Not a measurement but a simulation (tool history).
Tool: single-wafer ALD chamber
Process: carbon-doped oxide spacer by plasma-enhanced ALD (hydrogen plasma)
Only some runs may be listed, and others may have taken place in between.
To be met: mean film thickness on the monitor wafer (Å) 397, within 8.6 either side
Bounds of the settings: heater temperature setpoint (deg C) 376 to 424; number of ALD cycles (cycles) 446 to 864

run  hour  heater temperature setpoint (deg C)  number of ALD cycles (cycles)  mean film thickness on the monitor wafer (Å)
  1     0                                  400                            655                                         329.7
  2   3.3                                  400                            716                                        361.22
  3   5.1                                  400                            650                                        328.41
  4  12.6                                  400                            664                                        335.42
  5  18.2                                  400                            593                                        298.97
  6  23.2                                  400                            612                                        309.23
  7  30.2                                  400                            629                                        317.03
  8    38                                  397                            734                                        371.87
  9  40.6                                  397                            739                                        371.18
 10  42.5                                  397                            744                                        373.57
 11  49.6                                  397                            749                                        377.96
 12  59.2                                  397                            753                                        379.02
 13  62.7                                  397                            756                                        383.42
 14  66.6                                  397                            758                                        383.08
 15  69.3                                  397                            761                                        385.72
 16  75.1                                  397                            763                                        386.01
 17  80.2                                  397                            763                                        384.66
 18  89.8                                  397                            765                                        387.59

4 next moves are on the table. One of them brings every result within its allowed miss. Which?
  A  99.4                                  397                            739                                             ?
  B  99.4                                  402                            760                                             ?
  C  99.4                                  402                            752                                             ?
  D  99.4                                  406                            802                                             ?

move  mean film thickness on the monitor wafer (Å)
   A                                        373.22
   B                                         381.2
   C                                        377.19
   D                                        396.72
A: further off than the last run
B: further off than the last run
C: further off than the last run
D: in spec on every target
The right move is D.
